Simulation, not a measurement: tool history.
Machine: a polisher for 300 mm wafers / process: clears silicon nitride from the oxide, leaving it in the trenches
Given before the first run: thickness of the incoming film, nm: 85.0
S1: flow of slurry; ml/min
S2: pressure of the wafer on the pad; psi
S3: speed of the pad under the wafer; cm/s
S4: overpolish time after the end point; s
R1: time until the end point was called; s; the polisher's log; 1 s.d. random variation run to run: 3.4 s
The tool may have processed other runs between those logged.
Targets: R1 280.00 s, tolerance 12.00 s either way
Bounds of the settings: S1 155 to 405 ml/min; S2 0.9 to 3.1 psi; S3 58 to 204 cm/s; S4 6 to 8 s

Run 1, hour 0.0: S1 260 ml/min, S2 2.0 psi, S3 130 cm/s, S4 8 s. Result: R1 120.65 s.
Run 2, hour 4.3: S1 260 ml/min, S2 2.0 psi, S3 130 cm/s, S4 8 s. Result: R1 119.41 s.
Run 3, hour 11.1: S1 260 ml/min, S2 2.0 psi, S3 130 cm/s, S4 6 s. Result: R1 122.33 s.
Run 4, hour 20.1: S1 260 ml/min, S2 2.0 psi, S3 130 cm/s, S4 8 s. Result: R1 122.69 s.
Run 5, hour 23.8: S1 260 ml/min, S2 1.8 psi, S3 124 cm/s, S4 8 s. Result: R1 137.01 s.
Run 6, hour 26.8: S1 290 ml/min, S2 1.8 psi, S3 124 cm/s, S4 8 s. Result: R1 135.63 s.
Run 7, hour 31.7: S1 280 ml/min, S2 1.2 psi, S3 88 cm/s, S4 8 s. Result: R1 256.58 s.
Run 8, hour 34.6: S1 280 ml/min, S2 1.2 psi, S3 88 cm/s, S4 8 s. Result: R1 257.71 s.

Below are 4 possible settings for the next run. Only one of them brings all results inside the allowed miss of their targets. Which is it?
Run A, hour 37.5: S1 225 ml/min, S2 1.2 psi, S3 76 cm/s, S4 8 s. Result: R1 ?.
Run B, hour 37.5: S1 225 ml/min, S2 1.2 psi, S3 74 cm/s, S4 8 s. Result: R1 ?.
Run C, hour 37.5: S1 235 ml/min, S2 0.9 psi, S3 88 cm/s, S4 8 s. Result: R1 ?.
Run D, hour 37.5: S1 325 ml/min, S2 1.0 psi, S3 90 cm/s, S4 7 s. Result: R1 ?.

move      R1
   A  301.13
   B  308.85
   C  314.20
   D  277.96
A: the result that was furthest off in the last run now lies on the other side of its target
B: the result that was furthest off in the last run now lies on the other side of its target
C: the result that was furthest off in the last run now lies on the other side of its target
D: all results land within tolerance of their targets
The right move is D.
